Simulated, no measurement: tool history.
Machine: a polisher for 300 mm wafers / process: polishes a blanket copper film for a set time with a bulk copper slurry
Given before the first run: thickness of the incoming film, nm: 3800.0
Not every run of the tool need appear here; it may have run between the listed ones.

run  hour  flow of slurry (ml/min)  pressure of the wafer on the pad (kPa)  speed of the pad under the wafer (cm/s)  abrasive content of the slurry  polishing time (s)  film removed (angstrom)
  1   0.0                      285                                    20.7                                      122                            1.00                  50                   6952.6
  2   3.8                      285                                    20.7                                      122                            1.15                  50                   7299.2
  3   8.7                      285                                    25.5                                      122                            1.15                  50                   8220.9
  4  14.7                      285                                    24.1                                      120                            1.15                  50                   7888.0
  5  18.9                      285                                    26.2                                      120                            1.15                  50                   8493.7
  6  20.5                      285                                    24.8                                      120                            1.15                  50                   8069.9

Forecast run 7:
  7  27.3                      285                                    23.4                                      120                            1.15                  50                        ?

Run 7 came out at film removed (angstrom) 7942.5.

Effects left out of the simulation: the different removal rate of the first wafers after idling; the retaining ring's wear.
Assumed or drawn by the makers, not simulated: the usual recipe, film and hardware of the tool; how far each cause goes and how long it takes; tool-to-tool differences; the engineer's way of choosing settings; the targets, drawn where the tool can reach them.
